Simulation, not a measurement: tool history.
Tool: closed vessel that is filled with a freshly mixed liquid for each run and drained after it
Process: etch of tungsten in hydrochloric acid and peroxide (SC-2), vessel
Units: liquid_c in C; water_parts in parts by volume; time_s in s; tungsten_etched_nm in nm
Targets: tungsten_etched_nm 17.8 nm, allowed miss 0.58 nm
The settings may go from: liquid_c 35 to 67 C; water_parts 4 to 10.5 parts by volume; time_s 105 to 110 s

Run 1, day 0: liquid_c 51 C, water_parts 5.5 parts by volume, time_s 105 s. Result: tungsten_etched_nm 24.134 nm.
Run 2, day 0.342: liquid_c 50 C, water_parts 5.5 parts by volume, time_s 105 s. Result: tungsten_etched_nm 22.54 nm.
Run 3, day 0.688: liquid_c 49.5 C, water_parts 5.5 parts by volume, time_s 105 s. Result: tungsten_etched_nm 22.182 nm.
Run 4, day 1.033: liquid_c 49 C, water_parts 5.5 parts by volume, time_s 105 s. Result: tungsten_etched_nm 21.446 nm.
Run 5, day 1.383: liquid_c 49 C, water_parts 5.5 parts by volume, time_s 110 s. Result: tungsten_etched_nm 22.616 nm.
Run 6, day 1.692: liquid_c 51.5 C, water_parts 5.5 parts by volume, time_s 110 s. Result: tungsten_etched_nm 26.469 nm.
Run 7, day 1.779: liquid_c 50.5 C, water_parts 5.5 parts by volume, time_s 110 s. Result: tungsten_etched_nm 24.862 nm.
Run 8, day 2.05: liquid_c 49.5 C, water_parts 5.5 parts by volume, time_s 110 s. Result: tungsten_etched_nm 23.041 nm.
At day 2.425: chemicals flow meter replaced.
Run 9, day 2.425: liquid_c 49 C, water_parts 5.5 parts by volume, time_s 110 s. Result: tungsten_etched_nm 20.968 nm.
Run 10, day 2.675: liquid_c 48.5 C, water_parts 5.5 parts by volume, time_s 110 s. Result: tungsten_etched_nm 20.276 nm.
Run 11, day 2.9: liquid_c 47.5 C, water_parts 5.5 parts by volume, time_s 110 s. Result: tungsten_etched_nm 19 nm.

5 next moves are on the table. One of them brings every result within its allowed miss. Which?
Run A, day 3.125: liquid_c 46.5 C, water_parts 5.5 parts by volume, time_s 110 s. Result: tungsten_etched_nm ?.
Run B, day 3.125: liquid_c 47 C, water_parts 4.5 parts by volume, time_s 105 s. Result: tungsten_etched_nm ?.
Run C, day 3.125: liquid_c 46.5 C, water_parts 5.5 parts by volume, time_s 105 s. Result: tungsten_etched_nm ?.
Run D, day 3.125: liquid_c 45.5 C, water_parts 5.5 parts by volume, time_s 110 s. Result: tungsten_etched_nm ?.
Run E, day 3.125: liquid_c 50.5 C, water_parts 6.5 parts by volume, time_s 105 s. Result: tungsten_etched_nm ?.

move  tungsten_etched_nm
   A              17.616
   B              20.073
   C              16.815
   D              16.452
   E               19.42
A: meets every target
B: further off than the last run
C: takes the result that was furthest off past its target
D: takes the result that was furthest off past its target
E: further off than the last run
The right move is A.
